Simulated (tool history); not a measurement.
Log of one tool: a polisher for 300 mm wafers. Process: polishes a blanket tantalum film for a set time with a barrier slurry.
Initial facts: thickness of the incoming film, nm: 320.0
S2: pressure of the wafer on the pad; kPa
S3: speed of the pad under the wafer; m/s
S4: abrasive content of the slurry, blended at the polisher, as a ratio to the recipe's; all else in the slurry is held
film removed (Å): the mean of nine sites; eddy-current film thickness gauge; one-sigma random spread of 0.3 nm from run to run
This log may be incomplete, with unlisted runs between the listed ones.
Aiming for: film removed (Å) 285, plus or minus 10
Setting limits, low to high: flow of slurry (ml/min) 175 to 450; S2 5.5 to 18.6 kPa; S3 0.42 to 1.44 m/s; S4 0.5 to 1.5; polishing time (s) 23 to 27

Run 1, hour 0: flow of slurry (ml/min) 290, S2 11.7 kPa, S3 0.92 m/s, S4 1, polishing time (s) 27. Result: film removed (Å) 348.52.
Run 2, hour 1.3: flow of slurry (ml/min) 290, S2 11.7 kPa, S3 1.12 m/s, S4 1, polishing time (s) 27. Result: film removed (Å) 424.31.
Run 3, hour 5.5: flow of slurry (ml/min) 255, S2 11.7 kPa, S3 1.12 m/s, S4 1, polishing time (s) 27. Result: film removed (Å) 417.48.
Run 4, hour 11.7: flow of slurry (ml/min) 255, S2 10.3 kPa, S3 1.12 m/s, S4 1, polishing time (s) 27. Result: film removed (Å) 379.42.
Run 5, hour 20.7: flow of slurry (ml/min) 295, S2 10.3 kPa, S3 1.12 m/s, S4 1, polishing time (s) 27. Result: film removed (Å) 387.45.
Run 6, hour 25.2: flow of slurry (ml/min) 295, S2 10.3 kPa, S3 1.02 m/s, S4 1, polishing time (s) 27. Result: film removed (Å) 346.72.
Run 7, hour 29.7: flow of slurry (ml/min) 295, S2 9.7 kPa, S3 1.02 m/s, S4 1, polishing time (s) 27. Result: film removed (Å) 334.5.
Run 8, hour 31.3: flow of slurry (ml/min) 290, S2 9 kPa, S3 1.02 m/s, S4 1, polishing time (s) 27. Result: film removed (Å) 310.91.
Run 9, hour 39.3: flow of slurry (ml/min) 285, S2 9 kPa, S3 1.02 m/s, S4 1, polishing time (s) 27. Result: film removed (Å) 316.05.
Run 10, hour 43.8: flow of slurry (ml/min) 285, S2 9 kPa, S3 1.02 m/s, S4 1, polishing time (s) 27. Result: film removed (Å) 315.17.
Run 11, hour 51.1: flow of slurry (ml/min) 285, S2 9 kPa, S3 1.02 m/s, S4 1, polishing time (s) 27. Result: film removed (Å) 318.45.

Pick the move, out of 4, that brings all results within their allowed miss; only one does.
Run A, hour 58.4: flow of slurry (ml/min) 375, S2 6.2 kPa, S3 1.18 m/s, S4 1.25, polishing time (s) 26. Result: film removed (Å) ?.
Run B, hour 58.4: flow of slurry (ml/min) 190, S2 11 kPa, S3 1.14 m/s, S4 1.05, polishing time (s) 25. Result: film removed (Å) ?.
Run C, hour 58.4: flow of slurry (ml/min) 325, S2 10.3 kPa, S3 1 m/s, S4 1.15, polishing time (s) 23. Result: film removed (Å) ?.
Run D, hour 58.4: flow of slurry (ml/min) 240, S2 6.9 kPa, S3 1.26 m/s, S4 1, polishing time (s) 27. Result: film removed (Å) ?.

move  film removed (Å)
   A            290.94
   B            379.39
   C            314.56
   D            315.21
A: all results land within tolerance of their targets
B: the biggest miss grows against the last run
C: nearer than the last run, and not there yet
D: nearer than the last run, and not there yet
So the answer is move A, the one that meets all the targets.
